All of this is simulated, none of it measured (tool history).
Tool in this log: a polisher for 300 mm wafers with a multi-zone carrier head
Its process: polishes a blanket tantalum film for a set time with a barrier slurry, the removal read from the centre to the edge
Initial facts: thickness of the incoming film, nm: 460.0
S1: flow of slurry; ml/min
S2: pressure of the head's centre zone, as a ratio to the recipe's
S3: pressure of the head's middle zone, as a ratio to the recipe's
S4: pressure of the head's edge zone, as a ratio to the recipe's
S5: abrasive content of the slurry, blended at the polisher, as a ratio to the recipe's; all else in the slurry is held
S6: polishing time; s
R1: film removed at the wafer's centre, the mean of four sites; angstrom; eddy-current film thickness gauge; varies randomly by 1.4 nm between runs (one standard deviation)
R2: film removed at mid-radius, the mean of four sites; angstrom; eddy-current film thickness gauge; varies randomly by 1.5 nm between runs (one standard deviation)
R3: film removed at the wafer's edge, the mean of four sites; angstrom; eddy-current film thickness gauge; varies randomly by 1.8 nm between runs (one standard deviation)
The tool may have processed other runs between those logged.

| run | hour | S1 | S2 | S3 | S4 | S5 | S6 | R1 | R2 | R3 |
|---|---|---|---|---|---|---|---|---|---|---|
| 1 | 0 | 150 | 1 | 1 | 1 | 1 | 85 | 1319.8 | 1198.3 | 1236 |
| 2 | 7.6 | 155 | 1 | 1.02 | 1.03 | 1.1 | 86 | 1370.9 | 1255.3 | 1309.9 |
| 3 | 11.5 | 155 | 1 | 1.02 | 0.96 | 1.1 | 86 | 1360.7 | 1254.1 | 1268.1 |
| 4 | 14.4 | 155 | 0.96 | 1.02 | 0.96 | 1.1 | 86 | 1323.2 | 1258.7 | 1250.2 |
| 5 | 16.8 | 155 | 0.96 | 1.07 | 0.96 | 1.1 | 86 | 1323.9 | 1321.7 | 1242.1 |
| 6 | 24.1 | 155 | 0.89 | 1.07 | 0.96 | 1.1 | 86 | 1237.9 | 1312.4 | 1287.5 |
| 7 | 29 | 165 | 0.91 | 1.08 | 1 | 1.2 | 87 | 1342.5 | 1380 | 1349.1 |
| 8 | 33.8 | 170 | 0.92 | 1.09 | 1.03 | 1.25 | 88 | 1369 | 1399.2 | 1407 |
| 9 | 41.1 | 205 | 1.02 | 1.17 | 1.09 | 1.5 | 95 | 1745 | 1721.3 | 1609.6 |
| 10 | 46.2 | 205 | 1.02 | 1.17 | 1.09 | 1.5 | 95 | 1773.8 | 1715.1 | 1619.9 |

What will run 11 give?
| 11 | 53 | 200 | 1.01 | 1.16 | 1.1 | 1.5 | 95 | ? | ? | ? |

Run 11 produced R1 1723.2 angstrom, R2 1688.6 angstrom, R3 1653.2 angstrom.
